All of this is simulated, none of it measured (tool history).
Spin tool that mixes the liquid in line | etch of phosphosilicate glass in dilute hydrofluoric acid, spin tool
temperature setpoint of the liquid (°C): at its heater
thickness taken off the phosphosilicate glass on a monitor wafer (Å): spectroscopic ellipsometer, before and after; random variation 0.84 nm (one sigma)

run	day	temperature setpoint of the liquid (°C)	parts of water to one part of 49 % hydrofluoric acid (parts by volume)	time under the liquid (s)	thickness taken off the phosphosilicate glass on a monitor wafer (Å)
1	0.000	22.0	55	15	392.73
2	0.358	22.0	55	15	399.88
3	0.421	23.0	50	15	463.31
4	0.525	23.0	40	15	578.40
5	0.879	24.0	40	15	608.86
6	1.075	24.0	40	15	620.69
7	1.175	24.5	40	15	617.04

Run 8 comes next. What will it give?
8	1.533	25.0	40	15	?

Run 8 gave thickness taken off the phosphosilicate glass on a monitor wafer (Å) 647.74.
